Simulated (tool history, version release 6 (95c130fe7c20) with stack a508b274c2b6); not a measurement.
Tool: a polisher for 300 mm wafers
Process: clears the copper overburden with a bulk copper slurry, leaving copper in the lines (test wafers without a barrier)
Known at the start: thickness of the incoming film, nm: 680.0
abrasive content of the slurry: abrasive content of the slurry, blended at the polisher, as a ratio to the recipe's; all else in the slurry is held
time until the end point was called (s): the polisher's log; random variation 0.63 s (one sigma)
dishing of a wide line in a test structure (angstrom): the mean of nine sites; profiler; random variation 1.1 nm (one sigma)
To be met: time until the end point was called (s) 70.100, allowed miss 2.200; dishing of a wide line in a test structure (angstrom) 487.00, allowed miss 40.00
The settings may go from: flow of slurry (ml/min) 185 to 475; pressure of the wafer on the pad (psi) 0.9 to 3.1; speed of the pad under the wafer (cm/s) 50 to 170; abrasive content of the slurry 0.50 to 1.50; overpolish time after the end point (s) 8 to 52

run	hour	flow of slurry (ml/min)	pressure of the wafer on the pad (psi)	speed of the pad under the wafer (cm/s)	abrasive content of the slurry	overpolish time after the end point (s)	time until the end point was called (s)	dishing of a wide line in a test structure (angstrom)
1	0.0	305	2.0	110	1.00	26	116.580	762.42
2	8.0	305	2.0	84	1.00	26	149.690	646.10
3	13.0	305	2.0	62	1.00	26	202.640	529.14
4	20.5	315	2.1	74	1.05	22	159.120	547.20
5	24.9	315	2.1	74	1.05	29	159.990	677.86
6	25.7	335	2.2	80	1.15	24	138.180	636.99
7	30.3	365	2.3	84	1.25	20	125.670	652.28
8	38.3	325	2.4	92	1.10	17	113.330	577.24
# hour 44.5: slurry blender recalibrated
9	44.5	300	2.5	96	1.05	15	98.012	604.00
10	46.3	275	2.6	96	0.95	13	97.491	566.78
11	49.3	255	2.7	98	0.85	12	94.464	494.59
12	54.0	295	3.1	116	0.60	8	74.868	464.22
13	56.7	295	3.1	118	0.60	8	72.357	486.81

Which of these 5 next moves meets every target?
A	59.4	330	3.1	118	0.50	8	?	?
B	59.4	345	3.1	116	0.75	8	?	?
C	59.4	385	3.0	112	0.70	8	?	?
D	59.4	290	3.0	112	0.70	10	?	?
E	59.4	335	3.0	108	0.70	8	?	?

move	time until the end point was called (s)	dishing of a wide line in a test structure (angstrom)
A	75.219	468.33
B	70.598	494.01
C	75.760	464.48
D	77.675	547.56
E	79.368	446.49
A: further off than the last run
B: meets every target
C: further off than the last run
D: further off than the last run
E: further off than the last run
Answer: B
